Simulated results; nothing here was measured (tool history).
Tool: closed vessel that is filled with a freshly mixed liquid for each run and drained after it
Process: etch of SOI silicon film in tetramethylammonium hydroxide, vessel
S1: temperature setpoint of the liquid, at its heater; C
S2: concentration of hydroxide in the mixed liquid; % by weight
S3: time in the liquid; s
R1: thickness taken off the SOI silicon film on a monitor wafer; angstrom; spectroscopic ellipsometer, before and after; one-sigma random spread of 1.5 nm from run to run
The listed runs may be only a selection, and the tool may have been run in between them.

run	hour	S1	S2	S3	R1
1	0	73	14	90	6031.4
2	2.3	71	14	90	5355.4
3	8.8	71	15.5	90	5091.6
4	12.4	67.5	15.5	90	4111.8
5	17.6	73	15.5	90	5760.3
6	23.4	73	15.5	95	6032.5
7	32.1	70.5	15.5	95	5212.8
8	37.5	69	15.5	95	4777.1
9	45.1	68	15.5	95	4491

What does the tool deliver on the next run?
10	52.7	67.5	15.5	95	?

R1: 4360.7 angstrom
